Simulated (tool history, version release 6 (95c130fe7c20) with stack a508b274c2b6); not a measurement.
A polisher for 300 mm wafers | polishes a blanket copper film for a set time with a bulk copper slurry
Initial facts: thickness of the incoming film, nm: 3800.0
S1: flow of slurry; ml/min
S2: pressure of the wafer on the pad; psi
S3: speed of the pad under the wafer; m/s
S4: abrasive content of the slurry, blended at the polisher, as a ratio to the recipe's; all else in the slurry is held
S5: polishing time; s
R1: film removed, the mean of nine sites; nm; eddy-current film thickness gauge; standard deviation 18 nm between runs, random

run  hour   S1   S2    S3    S4  S5       R1
  1   0.0  240  2.3  1.16  1.00  96   905.29
  2   6.3  240  2.5  1.18  1.00  96   987.58
  3   9.4  285  2.5  1.18  1.00  96  1013.30
  4  16.9  285  2.7  1.20  1.00  96  1115.20
  5  24.1  285  2.7  0.94  1.00  96   881.84
  6  33.1  285  2.8  1.00  1.00  96   969.53

Run 7 has not been measured yet. What should we expect?
  7  39.7  290  3.4  1.30  1.05  96   ?

{"run 7": {"R1": 1529.8}}

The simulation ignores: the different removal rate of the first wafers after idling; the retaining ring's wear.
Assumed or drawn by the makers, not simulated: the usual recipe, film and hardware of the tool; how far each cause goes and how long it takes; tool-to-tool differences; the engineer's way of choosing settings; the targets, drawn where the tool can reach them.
